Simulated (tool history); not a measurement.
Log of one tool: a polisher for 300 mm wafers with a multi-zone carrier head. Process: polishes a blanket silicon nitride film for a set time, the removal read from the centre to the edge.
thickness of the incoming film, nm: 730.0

run,hour,flow of slurry (ml/min),pressure of the head's centre zone,pressure of the head's middle zone,pressure of the head's edge zone,polishing time (s),film removed at the wafer's centre (angstrom),film removed at mid-radius (angstrom),film removed at the wafer's edge (angstrom)
1,0.0,290,1.00,1.00,1.00,38,642.68,642.26,651.27
2,1.0,285,0.98,1.00,0.97,37,610.82,613.05,624.93
3,6.6,285,0.98,1.04,0.97,37,606.35,630.49,613.40
4,9.2,280,0.96,1.04,0.94,37,589.04,642.40,619.20
5,10.7,280,0.96,1.04,0.93,36,571.91,623.57,595.87
6,13.2,275,0.96,1.03,0.92,35,558.29,608.56,575.95
7,15.9,270,0.96,1.02,0.91,35,548.98,603.20,573.11

Forecast run 8:
8,19.2,265,0.96,1.01,0.90,35,?,?,?

{"run 8": {"film removed at the wafer's centre (angstrom)": 553.5, "film removed at mid-radius (angstrom)": 582.75, "film removed at the wafer's edge (angstrom)": 557.6}}
